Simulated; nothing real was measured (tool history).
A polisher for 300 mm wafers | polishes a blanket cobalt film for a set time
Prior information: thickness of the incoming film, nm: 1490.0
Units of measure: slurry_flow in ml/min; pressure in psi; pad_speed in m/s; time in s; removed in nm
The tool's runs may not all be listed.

{"run": 1, "hour": 0.0, "slurry_flow": 170, "pressure": 2.2, "pad_speed": 1.24, "time": 40, "removed": 282.29}
{"run": 2, "hour": 2.4, "slurry_flow": 175, "pressure": 2.3, "pad_speed": 1.24, "time": 40, "removed": 290.05}
{"run": 3, "hour": 5.1, "slurry_flow": 175, "pressure": 2.3, "pad_speed": 1.24, "time": 40, "removed": 296.04}
{"run": 4, "hour": 10.9, "slurry_flow": 175, "pressure": 2.3, "pad_speed": 1.24, "time": 40, "removed": 300.04}
{"run": 5, "hour": 12.8, "slurry_flow": 175, "pressure": 2.3, "pad_speed": 1.24, "time": 42, "removed": 310.27}
{"run": 6, "hour": 15.8, "slurry_flow": 175, "pressure": 2.4, "pad_speed": 1.24, "time": 42, "removed": 325.9}

The next listed run, before its measurement:
{"run": 7, "hour": 24.6, "slurry_flow": 175, "pressure": 2.4, "pad_speed": 1.24, "time": 42, "removed": "?"}

{"run 7": {"removed": 329.59}}
